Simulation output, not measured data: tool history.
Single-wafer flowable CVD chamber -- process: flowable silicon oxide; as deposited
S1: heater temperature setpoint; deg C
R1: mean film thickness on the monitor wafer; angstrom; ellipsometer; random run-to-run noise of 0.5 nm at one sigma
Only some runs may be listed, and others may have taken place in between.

{"run": 1, "hour": 0.0, "S1": 105, "chamber pressure (Pa)": 122, "RF power (kW)": 2.015, "deposition time (s)": 555, "R1": 2999.7}
{"run": 2, "hour": 3.6, "S1": 113, "chamber pressure (Pa)": 122, "RF power (kW)": 2.015, "deposition time (s)": 555, "R1": 2322.8}
{"run": 3, "hour": 7.9, "S1": 107, "chamber pressure (Pa)": 122, "RF power (kW)": 2.015, "deposition time (s)": 555, "R1": 2820.4}
{"run": 4, "hour": 12.8, "S1": 107, "chamber pressure (Pa)": 122, "RF power (kW)": 2.015, "deposition time (s)": 555, "R1": 2808.8}
{"run": 5, "hour": 18.5, "S1": 110, "chamber pressure (Pa)": 121.9, "RF power (kW)": 2.015, "deposition time (s)": 555, "R1": 2536.9}
{"run": 6, "hour": 26.7, "S1": 112, "chamber pressure (Pa)": 121.9, "RF power (kW)": 2.015, "deposition time (s)": 555, "R1": 2394.5}
{"run": 7, "hour": 31.4, "S1": 113, "chamber pressure (Pa)": 121.9, "RF power (kW)": 2.015, "deposition time (s)": 555, "R1": 2306}
{"run": 8, "hour": 39.7, "S1": 114, "chamber pressure (Pa)": 121.9, "RF power (kW)": 2.015, "deposition time (s)": 555, "R1": 2244.8}

Run 9 comes next. What will it give?
{"run": 9, "hour": 40.5, "S1": 115, "chamber pressure (Pa)": 121.9, "RF power (kW)": 2.015, "deposition time (s)": 555, "R1": "?"}

Run 9 yielded R1 2179.9 angstrom.

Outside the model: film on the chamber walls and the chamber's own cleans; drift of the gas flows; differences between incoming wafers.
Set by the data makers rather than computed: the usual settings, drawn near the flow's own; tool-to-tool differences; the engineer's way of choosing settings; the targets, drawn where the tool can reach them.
